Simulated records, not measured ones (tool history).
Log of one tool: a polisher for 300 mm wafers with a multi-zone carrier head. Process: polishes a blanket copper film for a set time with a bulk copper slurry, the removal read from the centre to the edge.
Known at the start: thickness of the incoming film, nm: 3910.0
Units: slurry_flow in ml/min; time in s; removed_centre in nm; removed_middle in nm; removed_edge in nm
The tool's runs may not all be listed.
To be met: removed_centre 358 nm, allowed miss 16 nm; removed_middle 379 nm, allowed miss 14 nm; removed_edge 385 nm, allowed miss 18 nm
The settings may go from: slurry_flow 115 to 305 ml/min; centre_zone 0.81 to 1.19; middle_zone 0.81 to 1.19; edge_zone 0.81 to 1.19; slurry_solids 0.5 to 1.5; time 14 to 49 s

run  hour  slurry_flow  centre_zone  middle_zone  edge_zone  slurry_solids  time  removed_centre  removed_middle  removed_edge
  1     0          195            1            1          1              1    31          311.12          308.42        295.94
  2   5.9          225            1            1          1              1    31          313.83          315.97        304.96
  3  10.3          250            1            1          1              1    31             320             318        304.65
  4    13          250         1.07            1          1              1    31          333.27           313.6        301.78
  5  20.7          250         1.05            1       1.03            1.1    31          340.57          322.57        315.83
  6  23.5          250         1.03         1.01       1.05           1.15    31           338.4          325.51        327.82
  7  25.8          250         1.02         1.03       1.06            1.2    31          328.33          336.98        327.36
  8  30.3          250         1.02         1.03       1.08           1.25    31          346.08          346.24        326.03
  9  37.9          255         0.99         1.02       1.09            1.3    32           337.5          351.07        340.86
 10  39.9          255         0.98         1.02       1.11           1.35    32          344.54          352.97        357.29
 11  42.2          255         0.98         1.03       1.12            1.4    32          343.87          360.85        358.67
 12  45.7          255         0.98         1.03       1.13            1.4    32          347.04          360.58        362.21
 13  53.9          255         0.98         1.03       1.14            1.4    32          344.55          356.27        366.42
 14  61.6          255         0.98         1.04       1.15            1.4    32           349.4           358.9        371.15
 15  65.9          255         0.98         1.05       1.15            1.4    32          348.02          364.79        365.45
 16  71.6          255         0.98         1.05       1.16            1.4    32          347.44          367.91        367.48

Which of these 4 next moves meets every target?
  A  77.3          300         1.02         1.09       1.09           1.15    33               ?               ?             ?
  B  77.3          250            1         1.01       1.09           1.25    32               ?               ?             ?
  C  77.3          305         0.97          1.1       1.08            1.4    30               ?               ?             ?
  D  77.3          225         0.96         1.02       1.15           1.15    36               ?               ?             ?

move  removed_centre  removed_middle  removed_edge
   A          360.66          377.86        353.53
   B          343.85          343.29        344.46
   C          329.82          360.84         333.2
   D          365.29          378.92        388.47
A: further off than the last run
B: further off than the last run
C: further off than the last run
D: meets every target
Answer: D

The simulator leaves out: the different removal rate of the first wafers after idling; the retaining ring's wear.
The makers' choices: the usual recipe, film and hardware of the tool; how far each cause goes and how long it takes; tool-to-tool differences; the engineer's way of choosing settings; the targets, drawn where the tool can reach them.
